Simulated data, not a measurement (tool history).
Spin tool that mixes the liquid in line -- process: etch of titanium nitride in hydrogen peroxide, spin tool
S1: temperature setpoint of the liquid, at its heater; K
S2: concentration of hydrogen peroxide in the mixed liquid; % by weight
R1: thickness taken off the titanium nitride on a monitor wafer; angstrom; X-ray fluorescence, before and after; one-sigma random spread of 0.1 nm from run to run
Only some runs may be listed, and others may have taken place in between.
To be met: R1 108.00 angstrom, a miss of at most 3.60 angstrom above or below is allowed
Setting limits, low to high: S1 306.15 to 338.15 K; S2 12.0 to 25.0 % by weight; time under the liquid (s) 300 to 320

{"run": 1, "hour": 0.0, "S1": 322.15, "S2": 17.0, "time under the liquid (s)": 300, "R1": 163.82}
{"run": 2, "hour": 3.5, "S1": 322.15, "S2": 17.0, "time under the liquid (s)": 300, "R1": 160.55}
{"run": 3, "hour": 4.2, "S1": 322.15, "S2": 14.0, "time under the liquid (s)": 300, "R1": 152.07}
{"run": 4, "hour": 6.5, "S1": 321.15, "S2": 14.0, "time under the liquid (s)": 300, "R1": 142.33}
{"run": 5, "hour": 10.4, "S1": 320.15, "S2": 14.0, "time under the liquid (s)": 300, "R1": 132.66}
{"hour": 17.5, "done": "new drum of peroxide connected"}
{"run": 6, "hour": 17.5, "S1": 319.65, "S2": 14.0, "time under the liquid (s)": 300, "R1": 130.47}
{"run": 7, "hour": 25.9, "S1": 319.15, "S2": 14.0, "time under the liquid (s)": 300, "R1": 125.37}
{"run": 8, "hour": 29.6, "S1": 318.65, "S2": 14.0, "time under the liquid (s)": 300, "R1": 120.02}
{"run": 9, "hour": 33.4, "S1": 318.15, "S2": 14.0, "time under the liquid (s)": 300, "R1": 116.11}

Below are 4 possible settings for the next run. Only one of them brings all results inside the allowed miss of their targets. Which is it?
{"run": "A", "hour": 37.2, "S1": 318.65, "S2": 14.0, "time under the liquid (s)": 315, "R1": "?"}
{"run": "B", "hour": 37.2, "S1": 317.65, "S2": 12.0, "time under the liquid (s)": 300, "R1": "?"}
{"run": "C", "hour": 37.2, "S1": 319.15, "S2": 13.5, "time under the liquid (s)": 300, "R1": "?"}
{"run": "D", "hour": 37.2, "S1": 318.65, "S2": 12.0, "time under the liquid (s)": 320, "R1": "?"}

move=A R1=126.03
move=B R1=107.88
move=C R1=123.62
move=D R1=123.97
A: lands further from the targets than the last run did
B: every result within its allowed miss
C: lands further from the targets than the last run did
D: lands further from the targets than the last run did
Move B is the one to make.
